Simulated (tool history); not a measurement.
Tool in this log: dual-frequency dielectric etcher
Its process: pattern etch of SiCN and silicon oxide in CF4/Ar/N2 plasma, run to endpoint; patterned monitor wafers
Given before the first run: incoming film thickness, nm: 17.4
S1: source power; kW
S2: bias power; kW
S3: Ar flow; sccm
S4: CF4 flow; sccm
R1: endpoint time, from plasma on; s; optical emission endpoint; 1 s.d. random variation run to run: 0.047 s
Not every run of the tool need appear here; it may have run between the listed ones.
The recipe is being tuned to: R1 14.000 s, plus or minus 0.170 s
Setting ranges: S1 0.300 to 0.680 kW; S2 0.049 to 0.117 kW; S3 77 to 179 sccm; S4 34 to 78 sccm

| run | hour | S1 | S2 | S3 | S4 | R1 |
|---|---|---|---|---|---|---|
| 1 | 0.0 | 0.490 | 0.083 | 128 | 56 | 20.778 |
| 2 | 8.5 | 0.540 | 0.086 | 127 | 56 | 18.313 |
| 3 | 14.9 | 0.540 | 0.097 | 127 | 56 | 17.289 |
| 4 | 15.9 | 0.540 | 0.110 | 127 | 56 | 16.145 |
|  | 17.2 | bias power generator calibrated |
| 5 | 17.2 | 0.620 | 0.110 | 127 | 56 | 14.273 |
| 6 | 25.2 | 0.620 | 0.102 | 127 | 56 | 14.752 |
| 7 | 29.8 | 0.630 | 0.102 | 127 | 56 | 14.499 |
| 8 | 37.8 | 0.640 | 0.102 | 127 | 56 | 14.366 |

5 candidate next runs follow, results not yet known. Just one meets every target within its allowed miss. Identify it.
| A | 45.8 | 0.630 | 0.105 | 136 | 52 | ? |
| B | 45.8 | 0.620 | 0.102 | 134 | 57 | ? |
| C | 45.8 | 0.620 | 0.106 | 122 | 49 | ? |
| D | 45.8 | 0.670 | 0.095 | 120 | 56 | ? |
| E | 45.8 | 0.660 | 0.102 | 124 | 58 | ? |

| move | R1 |
|---|---|
| A | 14.665 |
| B | 14.826 |
| C | 14.805 |
| D | 14.020 |
| E | 13.710 |
A: lands further from the targets than the last run did
B: lands further from the targets than the last run did
C: lands further from the targets than the last run did
D: meets every target
E: pushes the last run's worst result past its target
D is the move that brings every result within its allowed miss.
